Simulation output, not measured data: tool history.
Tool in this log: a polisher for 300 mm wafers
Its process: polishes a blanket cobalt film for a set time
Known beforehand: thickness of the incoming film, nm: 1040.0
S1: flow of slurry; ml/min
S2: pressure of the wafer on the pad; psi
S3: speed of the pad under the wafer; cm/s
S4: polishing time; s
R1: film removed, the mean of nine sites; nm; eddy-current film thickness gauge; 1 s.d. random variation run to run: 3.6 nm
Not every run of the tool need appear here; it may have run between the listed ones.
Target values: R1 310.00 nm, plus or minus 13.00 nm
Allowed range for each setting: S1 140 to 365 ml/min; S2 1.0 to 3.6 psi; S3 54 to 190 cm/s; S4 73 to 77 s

run	day	S1	S2	S3	S4	R1
1	0.000	235	2.3	122	73	479.41
2	0.279	235	2.3	122	73	478.47
3	0.604	235	2.3	122	73	472.65
4	0.725	235	2.3	132	73	520.51
5	0.979	235	2.2	132	73	496.81
6	1.179	235	2.1	132	73	473.56
7	1.417	235	2.0	132	73	464.00
8	1.450	235	1.9	132	73	448.85

4 next moves are on the table. One of them brings every result within its allowed miss. Which?
A	1.483	220	2.2	82	73	?
B	1.483	315	1.5	128	73	?
C	1.483	270	1.2	142	77	?
D	1.483	275	1.7	116	73	?

move	R1
A	308.41
B	354.06
C	338.52
D	353.21
A: every result lands within tolerance
B: better than the last run, though not everything is in spec
C: better than the last run, though not everything is in spec
D: better than the last run, though not everything is in spec
A is the move that brings every result within its allowed miss.
